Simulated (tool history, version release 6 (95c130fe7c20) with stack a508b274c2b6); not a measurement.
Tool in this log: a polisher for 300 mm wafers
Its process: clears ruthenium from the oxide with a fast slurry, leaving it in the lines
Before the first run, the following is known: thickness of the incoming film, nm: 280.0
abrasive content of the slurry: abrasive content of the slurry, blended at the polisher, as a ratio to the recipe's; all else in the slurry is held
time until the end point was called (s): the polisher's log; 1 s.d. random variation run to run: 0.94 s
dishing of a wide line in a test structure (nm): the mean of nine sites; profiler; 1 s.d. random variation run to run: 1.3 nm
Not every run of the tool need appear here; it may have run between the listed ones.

| run | hour | flow of slurry (ml/min) | pressure of the wafer on the pad (psi) | speed of the pad under the wafer (cm/s) | abrasive content of the slurry | overpolish time after the end point (s) | time until the end point was called (s) | dishing of a wide line in a test structure (nm) |
|---|---|---|---|---|---|---|---|---|
| 1 | 0.0 | 205 | 2.4 | 106 | 1.0 | 25 | 87.072 | 60.462 |
| 2 | 6.0 | 235 | 2.4 | 106 | 1.0 | 25 | 88.868 | 63.409 |
| 3 | 7.0 | 235 | 2.4 | 94 | 1.0 | 25 | 98.514 | 56.732 |
| 4 | 11.0 | 235 | 2.7 | 94 | 1.0 | 25 | 84.901 | 63.750 |
| 5 | 12.2 | 235 | 3.0 | 94 | 1.0 | 25 | 76.613 | 69.125 |
| 6 | 14.0 | 235 | 3.0 | 112 | 1.0 | 25 | 64.842 | 78.997 |

Run 7 has not been measured yet. What should we expect?
| 7 | 22.7 | 245 | 3.0 | 112 | 1.0 | 29 | ? | ? |

Run 7 came out at time until the end point was called (s) 63.344, dishing of a wide line in a test structure (nm) 88.871.
